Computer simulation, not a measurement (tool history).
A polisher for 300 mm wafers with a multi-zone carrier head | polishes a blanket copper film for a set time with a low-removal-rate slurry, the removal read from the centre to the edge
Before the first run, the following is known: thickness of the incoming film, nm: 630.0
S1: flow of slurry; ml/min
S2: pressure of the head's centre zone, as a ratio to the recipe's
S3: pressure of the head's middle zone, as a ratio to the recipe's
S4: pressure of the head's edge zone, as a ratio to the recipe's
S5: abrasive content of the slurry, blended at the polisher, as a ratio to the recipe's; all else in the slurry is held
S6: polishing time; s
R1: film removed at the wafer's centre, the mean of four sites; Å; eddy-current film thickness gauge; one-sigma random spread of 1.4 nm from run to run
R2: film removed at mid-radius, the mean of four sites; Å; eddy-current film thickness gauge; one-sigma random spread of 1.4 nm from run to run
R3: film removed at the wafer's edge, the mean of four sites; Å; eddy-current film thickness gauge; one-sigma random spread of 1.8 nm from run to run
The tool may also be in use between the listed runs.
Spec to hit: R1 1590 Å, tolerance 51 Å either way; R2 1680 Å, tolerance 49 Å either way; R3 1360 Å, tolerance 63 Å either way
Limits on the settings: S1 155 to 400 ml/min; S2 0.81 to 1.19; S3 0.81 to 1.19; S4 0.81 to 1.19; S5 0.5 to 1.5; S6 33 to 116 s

run,day,S1,S2,S3,S4,S5,S6,R1,R2,R3
1,0,255,1,1,1,1,74,1204.2,1266,1167.2
2,0.083,225,1,1,1,1,74,1181.7,1235.2,1162.1
3,0.346,225,0.97,1,1,1,74,1130.9,1238.8,1165
4,0.433,225,0.97,1,1,1,84,1299.6,1397.5,1295.7
5,0.788,200,0.97,1,1,1,84,1256.3,1368.9,1307.3
6,0.958,200,0.97,1,1,1,67,1008.1,1101.2,1008.6
7,1.275,250,1.02,1.06,1.02,1.15,68,1147.8,1245.6,1162.2
8,1.408,285,1.06,1.1,0.97,1.25,70,1260.8,1357.8,1168.3
9,1.767,305,1.09,1.13,0.97,1.35,72,1347.8,1466,1229

5 candidate next runs follow, results not yet known. Just one meets every target within its allowed miss. Identify it.
A,2.125,305,1.11,1.18,0.96,1.45,64,?,?,?
B,2.125,300,0.87,1.15,1.11,1.5,72,?,?,?
C,2.125,290,0.93,1.19,1,1.35,69,?,?,?
D,2.125,350,1.11,1.13,0.9,1.5,80,?,?,?
E,2.125,300,0.93,0.9,1.19,1.5,76,?,?,?

move,R1,R2,R3
A,1236.7,1375.3,1119.5
B,1149.7,1523.4,1348.1
C,1130.3,1463.2,1202.9
D,1579.6,1690.8,1389.1
E,1277.1,1306.3,1472.9
A: lands further from the targets than the last run did
B: lands further from the targets than the last run did
C: lands further from the targets than the last run did
D: meets every target
E: lands further from the targets than the last run did
Correct choice: D, which meets every target
